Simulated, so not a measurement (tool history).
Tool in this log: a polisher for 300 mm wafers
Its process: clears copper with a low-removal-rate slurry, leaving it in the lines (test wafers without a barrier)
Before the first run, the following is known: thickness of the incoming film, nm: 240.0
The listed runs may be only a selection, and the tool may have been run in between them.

run	day	flow of slurry (ml/min)	pressure of the wafer on the pad (psi)	speed of the pad under the wafer (cm/s)	abrasive content of the slurry	overpolish time after the end point (s)	time until the end point was called (s)	dishing of a wide line in a test structure (Å)
1	0	155	3.4	84	1	11	90.773	206.34
2	0.246	155	3.4	72	1	11	105.91	177.63
3	0.442	170	3.5	72	1.05	9	99.641	152.86
4	0.783	170	2.8	72	1.05	9	116.47	134.54
5	1.054	190	3.1	68	1.2	7	110.52	110.92
6	1.408	205	3.5	64	1.3	6	105.59	96.212
7	1.45	215	4	60	1.35	5	99.976	87.393

The next listed run, before its measurement:
8	1.538	225	4.4	58	1.4	4	?	?

{"run 8": {"time until the end point was called (s)": 95.266, "dishing of a wide line in a test structure (Å)": 74.033}}
